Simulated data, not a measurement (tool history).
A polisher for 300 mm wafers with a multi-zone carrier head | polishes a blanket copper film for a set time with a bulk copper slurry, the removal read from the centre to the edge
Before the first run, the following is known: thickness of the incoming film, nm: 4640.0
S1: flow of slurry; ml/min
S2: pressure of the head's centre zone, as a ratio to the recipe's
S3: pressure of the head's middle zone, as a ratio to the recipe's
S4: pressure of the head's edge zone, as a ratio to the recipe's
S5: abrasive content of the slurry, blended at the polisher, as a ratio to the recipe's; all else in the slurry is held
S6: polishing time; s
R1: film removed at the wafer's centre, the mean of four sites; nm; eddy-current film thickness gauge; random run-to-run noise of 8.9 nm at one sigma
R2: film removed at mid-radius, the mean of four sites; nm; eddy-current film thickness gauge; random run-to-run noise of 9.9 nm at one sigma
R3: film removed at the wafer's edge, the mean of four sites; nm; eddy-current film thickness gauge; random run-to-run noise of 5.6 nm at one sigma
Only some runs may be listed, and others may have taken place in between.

{"run": 1, "hour": 0.0, "S1": 135, "S2": 1.0, "S3": 1.0, "S4": 1.0, "S5": 1.0, "S6": 69, "R1": 563.35, "R2": 577.19, "R3": 549.67}
{"run": 2, "hour": 1.4, "S1": 135, "S2": 1.0, "S3": 1.0, "S4": 1.0, "S5": 1.0, "S6": 83, "R1": 677.54, "R2": 689.8, "R3": 656.22}
{"run": 3, "hour": 8.0, "S1": 140, "S2": 0.96, "S3": 1.02, "S4": 1.04, "S5": 1.1, "S6": 83, "R1": 672.4, "R2": 738.44, "R3": 694.66}
{"run": 4, "hour": 16.6, "S1": 145, "S2": 0.93, "S3": 1.02, "S4": 1.07, "S5": 1.15, "S6": 83, "R1": 668.64, "R2": 748.54, "R3": 723.53}
{"hour": 22.7, "done": "edge zone pressure recalibrated"}
{"run": 5, "hour": 22.7, "S1": 115, "S2": 0.93, "S3": 1.02, "S4": 1.07, "S5": 1.15, "S6": 83, "R1": 634.75, "R2": 710.68, "R3": 720.04}
{"run": 6, "hour": 30.4, "S1": 120, "S2": 0.91, "S3": 1.04, "S4": 1.09, "S5": 1.2, "S6": 83, "R1": 629.45, "R2": 744.67, "R3": 751.53}
{"run": 7, "hour": 35.0, "S1": 125, "S2": 0.9, "S3": 1.06, "S4": 1.11, "S5": 1.2, "S6": 83, "R1": 635.53, "R2": 764.84, "R3": 757.47}

Run 8 is up next; what results do you expect?
{"run": 8, "hour": 38.6, "S1": 130, "S2": 0.89, "S3": 1.07, "S4": 1.12, "S5": 1.25, "S6": 83, "R1": "?", "R2": "?", "R3": "?"}

Run 8 produced R1 651.94 nm, R2 786.02 nm, R3 777.85 nm.
